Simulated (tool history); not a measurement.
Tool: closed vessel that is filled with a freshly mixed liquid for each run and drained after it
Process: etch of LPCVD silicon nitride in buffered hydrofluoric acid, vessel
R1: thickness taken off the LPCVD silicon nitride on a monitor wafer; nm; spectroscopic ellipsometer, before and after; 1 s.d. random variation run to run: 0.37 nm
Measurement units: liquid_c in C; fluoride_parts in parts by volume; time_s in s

{"run": 1, "day": 0.0, "liquid_c": 20.0, "fluoride_parts": 22.5, "time_s": 3180, "R1": 17.01}
{"run": 2, "day": 0.304, "liquid_c": 17.5, "fluoride_parts": 22.5, "time_s": 3180, "R1": 14.816}
{"run": 3, "day": 0.717, "liquid_c": 18.5, "fluoride_parts": 21.0, "time_s": 3185, "R1": 16.692}
{"run": 4, "day": 1.0, "liquid_c": 19.5, "fluoride_parts": 19.5, "time_s": 3190, "R1": 18.394}
{"run": 5, "day": 1.296, "liquid_c": 19.5, "fluoride_parts": 19.5, "time_s": 3180, "R1": 18.407}
{"run": 6, "day": 1.654, "liquid_c": 17.5, "fluoride_parts": 19.5, "time_s": 3180, "R1": 16.499}
{"day": 2.05, "done": "thermometer replaced"}
{"run": 7, "day": 2.05, "liquid_c": 18.5, "fluoride_parts": 18.0, "time_s": 3185, "R1": 21.019}
{"run": 8, "day": 2.217, "liquid_c": 19.5, "fluoride_parts": 17.5, "time_s": 3185, "R1": 23.486}

What does the tool deliver on the next run?
{"run": 9, "day": 2.612, "liquid_c": 20.5, "fluoride_parts": 17.5, "time_s": 3185, "R1": "?"}

{"run 9": {"R1": 24.57}}

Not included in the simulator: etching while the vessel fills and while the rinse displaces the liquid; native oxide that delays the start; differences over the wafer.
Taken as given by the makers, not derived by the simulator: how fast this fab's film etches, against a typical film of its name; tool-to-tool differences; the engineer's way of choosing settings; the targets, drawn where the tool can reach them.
